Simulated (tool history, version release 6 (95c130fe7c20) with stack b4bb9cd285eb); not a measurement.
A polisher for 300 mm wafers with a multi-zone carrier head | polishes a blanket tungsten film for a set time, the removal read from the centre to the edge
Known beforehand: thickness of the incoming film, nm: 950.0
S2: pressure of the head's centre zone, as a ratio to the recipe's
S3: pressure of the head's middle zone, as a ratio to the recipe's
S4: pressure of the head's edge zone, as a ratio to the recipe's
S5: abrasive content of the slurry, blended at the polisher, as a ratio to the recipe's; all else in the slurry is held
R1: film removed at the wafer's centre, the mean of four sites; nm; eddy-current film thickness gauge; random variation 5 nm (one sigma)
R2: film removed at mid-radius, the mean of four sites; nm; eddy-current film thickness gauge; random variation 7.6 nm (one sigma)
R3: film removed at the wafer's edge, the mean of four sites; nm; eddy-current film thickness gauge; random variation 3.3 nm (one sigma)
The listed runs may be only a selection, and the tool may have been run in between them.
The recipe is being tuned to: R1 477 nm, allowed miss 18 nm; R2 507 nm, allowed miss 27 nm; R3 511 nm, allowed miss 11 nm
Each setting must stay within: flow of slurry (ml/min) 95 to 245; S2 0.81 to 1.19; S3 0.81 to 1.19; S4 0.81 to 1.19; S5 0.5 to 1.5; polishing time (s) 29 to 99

Run 1, hour 0: flow of slurry (ml/min) 155, S2 1, S3 1, S4 1, S5 1, polishing time (s) 64. Result: R1 388.01 nm, R2 397.46 nm, R3 394.2 nm.
Run 2, hour 6.1: flow of slurry (ml/min) 130, S2 1, S3 1, S4 1, S5 1, polishing time (s) 64. Result: R1 375.18 nm, R2 380.64 nm, R3 386.59 nm.
Run 3, hour 14.9: flow of slurry (ml/min) 145, S2 1, S3 1.01, S4 1.04, S5 1.1, polishing time (s) 64. Result: R1 396.6 nm, R2 416.75 nm, R3 410.8 nm.
Run 4, hour 23: flow of slurry (ml/min) 155, S2 1, S3 1, S4 1.07, S5 1.15, polishing time (s) 64. Result: R1 408.85 nm, R2 401.38 nm, R3 422.4 nm.
Run 5, hour 25.8: flow of slurry (ml/min) 165, S2 0.99, S3 1.02, S4 1.09, S5 1.2, polishing time (s) 64. Result: R1 414.56 nm, R2 423.66 nm, R3 432.15 nm.
Run 6, hour 29: flow of slurry (ml/min) 170, S2 0.98, S3 1.03, S4 1.11, S5 1.25, polishing time (s) 65. Result: R1 420.87 nm, R2 441.8 nm, R3 451.42 nm.
Run 7, hour 32.7: flow of slurry (ml/min) 175, S2 0.98, S3 1.04, S4 1.13, S5 1.3, polishing time (s) 65. Result: R1 424.73 nm, R2 445.85 nm, R3 465.71 nm.
Run 8, hour 37.5: flow of slurry (ml/min) 220, S2 1.03, S3 1.14, S4 1.17, S5 1.4, polishing time (s) 66. Result: R1 479.56 nm, R2 515.47 nm, R3 498.91 nm.

Pick the move, out of 5, that brings all results within their allowed miss; only one does.
Run A, hour 42.3: flow of slurry (ml/min) 220, S2 1.01, S3 0.88, S4 1.19, S5 1.5, polishing time (s) 66. Result: R1 ?, R2 ?, R3 ?.
Run B, hour 42.3: flow of slurry (ml/min) 245, S2 1.01, S3 1.1, S4 1.19, S5 1.15, polishing time (s) 70. Result: R1 ?, R2 ?, R3 ?.
Run C, hour 42.3: flow of slurry (ml/min) 215, S2 0.98, S3 1.04, S4 1.19, S5 1.4, polishing time (s) 70. Result: R1 ?, R2 ?, R3 ?.
Run D, hour 42.3: flow of slurry (ml/min) 225, S2 0.89, S3 1.03, S4 1.19, S5 1.5, polishing time (s) 69. Result: R1 ?, R2 ?, R3 ?.
Run E, hour 42.3: flow of slurry (ml/min) 225, S2 1.03, S3 1.13, S4 1.14, S5 1.35, polishing time (s) 66. Result: R1 ?, R2 ?, R3 ?.

move      R1      R2      R3
   A  479.92  448.08   514.6
   B  482.87  520.29  513.51
   C  483.88  518.76  534.08
   D  443.42  520.44  538.29
   E  478.51  515.37  489.49
A: brings the result that was furthest off to its target, and leaves another outside
B: all results land within tolerance of their targets
C: carries the result that was furthest off beyond its target, to the other side
D: carries the result that was furthest off beyond its target, to the other side
E: lands further from the targets than the last run did
Correct choice: B, which meets every target
